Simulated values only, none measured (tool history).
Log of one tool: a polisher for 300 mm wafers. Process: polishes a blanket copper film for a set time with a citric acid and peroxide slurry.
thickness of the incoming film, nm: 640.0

run,day,flow of slurry (ml/min),pressure of the wafer on the pad (kPa),speed of the pad under the wafer (cm/s),abrasive content of the slurry,polishing time (s),film removed (nm)
1,0,240,21.4,98,1,31,80.491
2,0.171,240,21.4,106,1,31,88.145
3,0.529,240,15.9,106,1,31,65.134
4,0.592,280,15.9,106,1,31,67.246
5,0.938,285,19.3,106,1,31,79.58
6,1.058,285,22.1,106,1,31,92.727
7,1.412,285,24.1,106,1,31,100.1
8,1.512,285,25.5,106,1,31,104.45
9,1.85,285,26.9,106,1,31,110.89

Forecast run 10:
10,2.083,285,28.3,106,1,31,?

{"run 10": {"film removed (nm)": 117.94}}
